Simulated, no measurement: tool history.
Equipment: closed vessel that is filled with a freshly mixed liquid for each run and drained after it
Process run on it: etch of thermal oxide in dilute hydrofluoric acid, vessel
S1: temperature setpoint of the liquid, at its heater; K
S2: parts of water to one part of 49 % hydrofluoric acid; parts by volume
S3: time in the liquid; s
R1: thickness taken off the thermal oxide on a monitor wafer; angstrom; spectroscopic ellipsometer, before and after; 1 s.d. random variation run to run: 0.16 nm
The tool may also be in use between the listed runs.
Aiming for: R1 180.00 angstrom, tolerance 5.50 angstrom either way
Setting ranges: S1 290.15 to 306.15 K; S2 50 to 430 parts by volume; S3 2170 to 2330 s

run  hour      S1   S2    S3      R1
  1   0.0  298.15  240  2170  313.70
  2   2.3  295.65  240  2170  283.40
  3   5.4  293.65  240  2170  262.67
  4   9.9  293.65  240  2330  287.23
  5  14.5  293.65  240  2170  268.37
  6  18.7  293.65  240  2330  284.49
  7  22.7  293.15  255  2330  262.76
  8  30.6  292.65  265  2330  242.64
  9  39.6  292.15  275  2330  225.37
 10  44.7  291.65  280  2330  217.25
 11  48.3  291.15  285  2330  209.84
 12  56.0  291.15  290  2330  205.64
 13  59.2  291.15  295  2330  202.64
 14  62.5  291.15  300  2330  194.67
 15  67.7  291.15  300  2330  193.52
 16  69.7  290.65  305  2330  186.99

5 candidate next runs follow, results not yet known. Just one meets every target within its allowed miss. Identify it.
  A  71.7  295.65  340  2170   ?
  B  71.7  290.15  275  2170   ?
  C  71.7  290.65  275  2170   ?
  D  71.7  296.15  325  2170   ?
  E  71.7  292.15  290  2170   ?

move      R1
   A  182.92
   B  197.16
   C  200.92
   D  197.52
   E  198.68
A: every result within its allowed miss
B: misses by more than the last run did
C: misses by more than the last run did
D: misses by more than the last run did
E: misses by more than the last run did
So the answer is move A, the one that meets all the targets.
